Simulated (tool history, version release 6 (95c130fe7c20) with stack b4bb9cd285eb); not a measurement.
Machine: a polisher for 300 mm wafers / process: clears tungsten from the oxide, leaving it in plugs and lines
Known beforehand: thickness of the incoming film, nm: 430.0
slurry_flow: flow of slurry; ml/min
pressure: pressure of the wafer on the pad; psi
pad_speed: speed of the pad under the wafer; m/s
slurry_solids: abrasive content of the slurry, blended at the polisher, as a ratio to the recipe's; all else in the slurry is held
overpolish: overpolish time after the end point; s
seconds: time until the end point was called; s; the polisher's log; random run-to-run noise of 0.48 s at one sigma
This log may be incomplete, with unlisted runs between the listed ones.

| run | day | slurry_flow | pressure | pad_speed | slurry_solids | overpolish | seconds |
|---|---|---|---|---|---|---|---|
| 1 | 0.000 | 235 | 4.4 | 1.30 | 1.0 | 3 | 53.511 |
| 2 | 0.342 | 235 | 4.4 | 1.30 | 1.0 | 3 | 53.423 |
| 3 | 0.546 | 235 | 4.7 | 1.30 | 1.0 | 3 | 49.490 |
| 4 | 0.912 | 235 | 4.7 | 1.30 | 1.0 | 3 | 51.186 |
| 5 | 1.162 | 235 | 4.7 | 1.30 | 1.0 | 3 | 50.200 |
| 6 | 1.296 | 235 | 4.7 | 1.30 | 1.0 | 3 | 50.346 |
| 7 | 1.562 | 235 | 5.0 | 1.30 | 1.0 | 3 | 46.940 |

For run 8, what comes out?
| 8 | 1.883 | 235 | 5.2 | 1.30 | 1.0 | 3 | ? |

Run 8 came out at seconds 44.765 s.
